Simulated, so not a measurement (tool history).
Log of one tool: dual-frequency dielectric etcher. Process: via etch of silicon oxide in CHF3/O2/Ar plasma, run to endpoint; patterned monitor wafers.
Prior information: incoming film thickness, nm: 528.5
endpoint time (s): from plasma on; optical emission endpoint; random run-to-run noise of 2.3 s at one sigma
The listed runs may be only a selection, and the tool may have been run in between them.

run  hour  source power (kW)  bias power (kW)  endpoint time (s)
  1   0.0              0.510            0.194             309.40
  2   7.5              0.460            0.183             324.72
  3  13.2              0.460            0.196             323.92
  4  18.8              0.460            0.209             318.63
  5  20.1              0.390            0.209             345.75
  6  27.9              0.390            0.237             337.98
  7  28.6              0.370            0.224             354.91
  8  31.2              0.350            0.223             357.48

The next listed run, before its measurement:
  9  38.3              0.300            0.189                  ?

endpoint time (s): 410.31
